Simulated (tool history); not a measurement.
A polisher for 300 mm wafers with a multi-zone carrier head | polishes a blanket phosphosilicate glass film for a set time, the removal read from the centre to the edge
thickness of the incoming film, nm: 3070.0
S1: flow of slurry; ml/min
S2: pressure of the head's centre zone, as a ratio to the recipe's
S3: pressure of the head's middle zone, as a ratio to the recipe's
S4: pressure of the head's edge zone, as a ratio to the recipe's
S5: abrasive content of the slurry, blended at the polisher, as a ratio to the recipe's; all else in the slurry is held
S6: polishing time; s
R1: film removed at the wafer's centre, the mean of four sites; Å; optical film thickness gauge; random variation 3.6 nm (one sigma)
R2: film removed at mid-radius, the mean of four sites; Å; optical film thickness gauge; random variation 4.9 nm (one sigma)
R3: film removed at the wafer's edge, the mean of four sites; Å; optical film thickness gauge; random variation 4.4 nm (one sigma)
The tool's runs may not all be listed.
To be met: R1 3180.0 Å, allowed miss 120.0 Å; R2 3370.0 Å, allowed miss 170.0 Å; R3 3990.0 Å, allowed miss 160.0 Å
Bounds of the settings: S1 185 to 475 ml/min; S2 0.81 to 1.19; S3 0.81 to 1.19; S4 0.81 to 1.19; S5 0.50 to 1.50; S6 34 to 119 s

Run 1, hour 0.0: S1 305 ml/min, S2 1.00, S3 1.00, S4 1.00, S5 1.00, S6 76 s. Result: R1 7362.1 Å, R2 7321.6 Å, R3 7304.1 Å.
Run 2, hour 0.7: S1 305 ml/min, S2 0.93, S3 1.00, S4 1.00, S5 1.00, S6 76 s. Result: R1 6902.3 Å, R2 7436.7 Å, R3 7300.8 Å.
Run 3, hour 1.3: S1 305 ml/min, S2 0.93, S3 1.00, S4 1.04, S5 1.00, S6 76 s. Result: R1 6942.6 Å, R2 7265.1 Å, R3 7390.0 Å.
Run 4, hour 7.1: S1 290 ml/min, S2 0.90, S3 0.99, S4 1.07, S5 0.90, S6 68 s. Result: R1 5683.5 Å, R2 5857.4 Å, R3 6293.2 Å.
Run 5, hour 16.1: S1 275 ml/min, S2 0.88, S3 1.00, S4 1.09, S5 0.80, S6 63 s. Result: R1 4684.0 Å, R2 5163.3 Å, R3 5393.0 Å.
Run 6, hour 18.3: S1 305 ml/min, S2 0.88, S3 1.00, S4 1.09, S5 0.80, S6 63 s. Result: R1 4690.1 Å, R2 5177.4 Å, R3 5545.1 Å.
Run 7, hour 25.6: S1 300 ml/min, S2 0.87, S3 0.98, S4 1.09, S5 0.75, S6 60 s. Result: R1 4222.9 Å, R2 4769.7 Å, R3 5035.2 Å.
Run 8, hour 30.0: S1 290 ml/min, S2 0.87, S3 0.94, S4 1.10, S5 0.70, S6 59 s. Result: R1 3922.2 Å, R2 4264.9 Å, R3 4842.8 Å.
Run 9, hour 34.6: S1 280 ml/min, S2 0.82, S3 0.85, S4 1.00, S5 0.50, S6 56 s. Result: R1 2634.3 Å, R2 2730.0 Å, R3 3256.9 Å.
Run 10, hour 35.3: S1 280 ml/min, S2 0.82, S3 0.85, S4 1.00, S5 0.50, S6 56 s. Result: R1 2679.7 Å, R2 2738.5 Å, R3 3152.9 Å.
Run 11, hour 40.9: S1 290 ml/min, S2 0.84, S3 0.87, S4 1.04, S5 0.50, S6 55 s. Result: R1 2637.6 Å, R2 2746.4 Å, R3 3242.5 Å.
Run 12, hour 46.7: S1 290 ml/min, S2 0.86, S3 0.89, S4 1.07, S5 0.50, S6 55 s. Result: R1 2706.4 Å, R2 2802.6 Å, R3 3185.3 Å.
Run 13, hour 51.0: S1 290 ml/min, S2 0.86, S3 0.89, S4 1.08, S5 0.55, S6 55 s. Result: R1 3014.1 Å, R2 3101.8 Å, R3 3584.0 Å.
Run 14, hour 53.5: S1 290 ml/min, S2 0.86, S3 0.89, S4 1.10, S5 0.55, S6 55 s. Result: R1 2977.4 Å, R2 3033.8 Å, R3 3704.9 Å.
Run 15, hour 55.4: S1 290 ml/min, S2 0.86, S3 0.90, S4 1.11, S5 0.55, S6 55 s. Result: R1 2931.2 Å, R2 3130.9 Å, R3 3643.6 Å.
Run 16, hour 56.2: S1 290 ml/min, S2 0.87, S3 0.90, S4 1.13, S5 0.55, S6 55 s. Result: R1 3026.4 Å, R2 3161.8 Å, R3 3722.7 Å.
Run 17, hour 64.3: S1 290 ml/min, S2 0.87, S3 0.90, S4 1.14, S5 0.55, S6 55 s. Result: R1 2993.7 Å, R2 3151.5 Å, R3 3661.4 Å.
Run 18, hour 65.0: S1 295 ml/min, S2 0.87, S3 0.90, S4 1.15, S5 0.55, S6 55 s. Result: R1 3049.3 Å, R2 3084.5 Å, R3 3647.8 Å.
Run 19, hour 72.3: S1 295 ml/min, S2 0.86, S3 0.90, S4 1.16, S5 0.55, S6 55 s. Result: R1 2989.4 Å, R2 3032.9 Å, R3 3662.9 Å.
Run 20, hour 76.6: S1 295 ml/min, S2 0.86, S3 0.91, S4 1.16, S5 0.55, S6 55 s. Result: R1 3015.7 Å, R2 3125.2 Å, R3 3730.8 Å.
Run 21, hour 79.3: S1 295 ml/min, S2 0.86, S3 0.92, S4 1.17, S5 0.55, S6 55 s. Result: R1 2927.9 Å, R2 3214.4 Å, R3 3723.1 Å.

4 next moves are on the table. One of them brings every result within its allowed miss. Which?
Run A, hour 82.0: S1 425 ml/min, S2 0.85, S3 0.89, S4 1.16, S5 0.65, S6 50 s. Result: R1 ?, R2 ?, R3 ?.
Run B, hour 82.0: S1 240 ml/min, S2 0.87, S3 0.84, S4 1.19, S5 0.65, S6 51 s. Result: R1 ?, R2 ?, R3 ?.
Run C, hour 82.0: S1 315 ml/min, S2 0.86, S3 0.81, S4 1.19, S5 0.65, S6 50 s. Result: R1 ?, R2 ?, R3 ?.
Run D, hour 82.0: S1 365 ml/min, S2 1.03, S3 0.86, S4 1.12, S5 0.65, S6 46 s. Result: R1 ?, R2 ?, R3 ?.

move      R1      R2      R3
   A  3191.7  3367.8  4016.9
   B  3123.4  3092.8  3973.2
   C  3137.5  3043.3  3994.7
   D  3516.4  2975.4  3597.2
A: meets every target
B: brings the result that was furthest off to its target, and leaves another outside
C: brings the result that was furthest off to its target, and leaves another outside
D: takes the result that was furthest off past its target
Answer: A

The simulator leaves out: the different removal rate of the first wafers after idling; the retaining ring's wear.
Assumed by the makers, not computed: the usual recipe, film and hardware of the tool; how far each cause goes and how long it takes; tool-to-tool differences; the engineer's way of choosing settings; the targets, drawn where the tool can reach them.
